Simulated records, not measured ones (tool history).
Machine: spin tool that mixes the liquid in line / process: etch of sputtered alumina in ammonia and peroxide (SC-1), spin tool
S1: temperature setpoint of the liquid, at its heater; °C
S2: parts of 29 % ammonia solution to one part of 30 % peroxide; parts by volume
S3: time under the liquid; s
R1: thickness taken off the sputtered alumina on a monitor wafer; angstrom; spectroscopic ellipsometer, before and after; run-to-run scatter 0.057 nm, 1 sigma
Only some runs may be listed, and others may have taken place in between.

run 1 hour=0.0 | S1=48.0 S2=0.4 S3=290 | R1=108.780
run 2 hour=0.9 | S1=45.0 S2=0.4 S3=290 | R1=90.161
run 3 hour=1.7 | S1=45.0 S2=0.4 S3=310 | R1=97.288
run 4 hour=4.5 | S1=45.0 S2=0.4 S3=290 | R1=91.350
run 5 hour=8.4 | S1=45.0 S2=0.4 S3=310 | R1=96.771
run 6 hour=9.4 | S1=43.0 S2=0.4 S3=310 | R1=87.619
run 7 hour=12.5 | S1=41.5 S2=0.4 S3=310 | R1=80.378

For run 8, what comes out?
run 8 hour=19.4 | S1=40.5 S2=0.4 S3=310 | R1=?

R1: 74.949 angstrom
